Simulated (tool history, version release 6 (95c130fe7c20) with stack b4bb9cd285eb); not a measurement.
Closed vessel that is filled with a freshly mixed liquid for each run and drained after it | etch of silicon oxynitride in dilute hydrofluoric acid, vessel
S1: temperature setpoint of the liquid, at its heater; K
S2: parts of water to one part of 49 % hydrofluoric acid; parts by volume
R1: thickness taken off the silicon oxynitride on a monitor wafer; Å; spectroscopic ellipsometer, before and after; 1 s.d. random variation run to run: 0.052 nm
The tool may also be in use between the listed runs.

Run 1, hour 0: S1 299.15 K, S2 60 parts by volume, time in the liquid (s) 150. Result: R1 79.22 Å.
Run 2, hour 9: S1 299.15 K, S2 40 parts by volume, time in the liquid (s) 150. Result: R1 122 Å.
Run 3, hour 10.9: S1 299.15 K, S2 40 parts by volume, time in the liquid (s) 165. Result: R1 134.27 Å.
Run 4, hour 19.8: S1 302.15 K, S2 40 parts by volume, time in the liquid (s) 165. Result: R1 153.8 Å.
Run 5, hour 21.9: S1 298.65 K, S2 45 parts by volume, time in the liquid (s) 165. Result: R1 116.05 Å.
Run 6, hour 29.5: S1 298.65 K, S2 45 parts by volume, time in the liquid (s) 165. Result: R1 114.36 Å.

What does the tool deliver on the next run?
Run 7, hour 30.1: S1 296.15 K, S2 45 parts by volume, time in the liquid (s) 165. Result: R1 ?.

Run 7 produced R1 102.43 Å.
